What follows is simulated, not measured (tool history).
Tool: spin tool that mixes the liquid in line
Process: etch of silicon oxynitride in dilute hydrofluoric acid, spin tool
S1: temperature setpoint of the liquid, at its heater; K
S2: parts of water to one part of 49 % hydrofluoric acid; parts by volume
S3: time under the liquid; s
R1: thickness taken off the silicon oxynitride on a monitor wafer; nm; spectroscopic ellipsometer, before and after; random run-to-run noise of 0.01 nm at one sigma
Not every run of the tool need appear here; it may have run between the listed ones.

run  hour      S1   S2  S3       R1
  1   0.0  294.15  165  85  0.63234
  2   7.4  294.15  165  85  0.65782
  3  11.4  290.65  165  85  0.54208
  4  13.5  290.65  175  85  0.51141
  5  14.2  290.65  185  85  0.47996
  6  19.2  290.65  185  85  0.45910
  7  23.6  290.65  190  85  0.45486

Forecast run 8:
  8  32.5  290.65  195  85   ?

{"run 8": {"R1": 0.43914}}

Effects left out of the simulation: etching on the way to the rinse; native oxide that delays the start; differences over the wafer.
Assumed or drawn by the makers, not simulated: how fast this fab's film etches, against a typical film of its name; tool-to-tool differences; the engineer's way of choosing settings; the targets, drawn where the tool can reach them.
